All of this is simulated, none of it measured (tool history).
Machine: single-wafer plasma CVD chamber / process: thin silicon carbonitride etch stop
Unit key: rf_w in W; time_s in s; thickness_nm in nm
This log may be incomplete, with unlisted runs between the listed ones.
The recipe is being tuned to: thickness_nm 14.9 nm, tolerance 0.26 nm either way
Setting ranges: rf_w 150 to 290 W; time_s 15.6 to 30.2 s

run	hour	rf_w	time_s	thickness_nm
1	0	220	22.9	12.882
2	7.7	250	22.9	13.476
3	9.5	260	23.3	13.945
4	15.3	245	23.3	13.6
5	23.8	255	23.6	14.001
6	27.5	240	23.6	13.68
7	30.8	250	23.8	14.073
8	37.7	260	23.9	14.31
9	41.9	265	24	14.472
10	47.1	270	24.1	14.605

5 next moves are on the table. One of them brings every result within its allowed miss. Which?
A	52.3	260	25.1	?
B	52.3	250	24.1	?
C	52.3	260	23.9	?
D	52.3	275	23.6	?
E	52.3	285	23.2	?

move	thickness_nm
A	15.024
B	14.224
C	14.306
D	14.411
E	14.347
A: all results land within tolerance of their targets
B: misses by more than the last run did
C: misses by more than the last run did
D: misses by more than the last run did
E: misses by more than the last run did
The right move is A.
